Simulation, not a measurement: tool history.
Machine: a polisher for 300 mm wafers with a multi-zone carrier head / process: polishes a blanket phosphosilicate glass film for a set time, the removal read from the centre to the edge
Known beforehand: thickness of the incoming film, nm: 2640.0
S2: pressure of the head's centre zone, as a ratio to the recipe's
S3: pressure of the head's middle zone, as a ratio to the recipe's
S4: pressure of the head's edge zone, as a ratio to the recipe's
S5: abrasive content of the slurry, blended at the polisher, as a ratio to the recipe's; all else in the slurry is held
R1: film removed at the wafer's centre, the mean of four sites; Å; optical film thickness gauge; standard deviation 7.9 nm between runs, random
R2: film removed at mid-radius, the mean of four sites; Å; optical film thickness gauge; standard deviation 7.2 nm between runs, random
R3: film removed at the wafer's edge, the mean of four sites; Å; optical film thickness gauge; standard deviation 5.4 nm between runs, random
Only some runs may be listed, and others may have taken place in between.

Run 1, hour 0.0: flow of slurry (ml/min) 265, S2 1.00, S3 1.00, S4 1.00, S5 1.00, polishing time (s) 58. Result: R1 3999.5 Å, R2 4007.6 Å, R3 4035.2 Å.
Run 2, hour 6.0: flow of slurry (ml/min) 265, S2 1.01, S3 0.99, S4 1.01, S5 1.05, polishing time (s) 58. Result: R1 4008.7 Å, R2 4095.8 Å, R3 4073.9 Å.
Run 3, hour 13.4: flow of slurry (ml/min) 265, S2 1.01, S3 0.99, S4 0.94, S5 1.05, polishing time (s) 58. Result: R1 4141.3 Å, R2 4027.7 Å, R3 4018.7 Å.
Run 4, hour 16.4: flow of slurry (ml/min) 220, S2 1.01, S3 0.99, S4 0.94, S5 1.05, polishing time (s) 58. Result: R1 4065.5 Å, R2 3896.5 Å, R3 3906.3 Å.
Run 5, hour 23.5: flow of slurry (ml/min) 280, S2 1.01, S3 0.99, S4 0.94, S5 1.05, polishing time (s) 58. Result: R1 4132.6 Å, R2 3979.0 Å, R3 3980.6 Å.
Run 6, hour 29.9: flow of slurry (ml/min) 280, S2 1.02, S3 0.97, S4 0.95, S5 1.10, polishing time (s) 59. Result: R1 4224.5 Å, R2 4090.8 Å, R3 4180.0 Å.
Run 7, hour 33.6: flow of slurry (ml/min) 280, S2 1.04, S3 0.96, S4 0.95, S5 1.15, polishing time (s) 60. Result: R1 4573.3 Å, R2 4216.3 Å, R3 4177.7 Å.
Run 8, hour 40.2: flow of slurry (ml/min) 275, S2 1.03, S3 0.94, S4 0.95, S5 1.20, polishing time (s) 62. Result: R1 4729.8 Å, R2 4270.3 Å, R3 4411.8 Å.

Expected results for the next run?
Run 9, hour 48.7: flow of slurry (ml/min) 275, S2 1.03, S3 0.93, S4 0.96, S5 1.25, polishing time (s) 63. Result: R1 ?, R2 ?, R3 ?.

Run 9 yielded R1 4821.9 Å, R2 4344.2 Å, R3 4604.8 Å.

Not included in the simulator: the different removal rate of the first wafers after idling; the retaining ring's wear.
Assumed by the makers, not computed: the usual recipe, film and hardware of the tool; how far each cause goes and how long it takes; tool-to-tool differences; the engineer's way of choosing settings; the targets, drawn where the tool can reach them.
